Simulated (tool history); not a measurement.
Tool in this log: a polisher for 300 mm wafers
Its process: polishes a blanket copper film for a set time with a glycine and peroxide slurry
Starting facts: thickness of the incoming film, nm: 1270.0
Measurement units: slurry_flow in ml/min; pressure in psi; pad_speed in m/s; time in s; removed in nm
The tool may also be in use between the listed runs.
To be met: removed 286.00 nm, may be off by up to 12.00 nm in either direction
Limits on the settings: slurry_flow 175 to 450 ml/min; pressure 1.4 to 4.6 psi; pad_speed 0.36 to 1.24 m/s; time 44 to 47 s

run	hour	slurry_flow	pressure	pad_speed	time	removed
1	0.0	290	3.0	0.80	44	217.05
2	6.6	290	3.0	0.66	44	189.22
3	11.2	250	3.0	0.66	44	187.59
4	16.8	250	3.0	0.46	44	151.00
5	20.4	250	3.5	0.52	44	185.23
6	26.6	250	3.5	0.52	44	181.82
7	28.3	250	3.5	0.52	44	178.88
8	29.5	250	3.8	0.60	44	210.38
9	32.9	250	4.0	0.64	44	233.77
10	40.3	250	4.2	0.66	44	239.98
11	43.9	250	4.3	0.70	44	256.29
12	52.0	250	4.3	0.70	44	260.99
13	53.5	250	4.4	0.70	44	261.03

Below are 5 possible settings for the next run. Only one of them brings all results inside the allowed miss of their targets. Which is it?
A	55.0	265	3.8	0.70	45	?
B	55.0	245	4.4	0.70	44	?
C	55.0	290	4.3	0.90	44	?
D	55.0	190	4.2	0.64	44	?
E	55.0	235	4.6	0.72	45	?

move	removed
A	241.48
B	264.53
C	317.63
D	231.64
E	285.36
A: the biggest miss grows against the last run
B: better than the last run, though not everything is in spec
C: the result that was furthest off in the last run now lies on the other side of its target
D: the biggest miss grows against the last run
E: in spec on every target
E is the move that brings every result within its allowed miss.
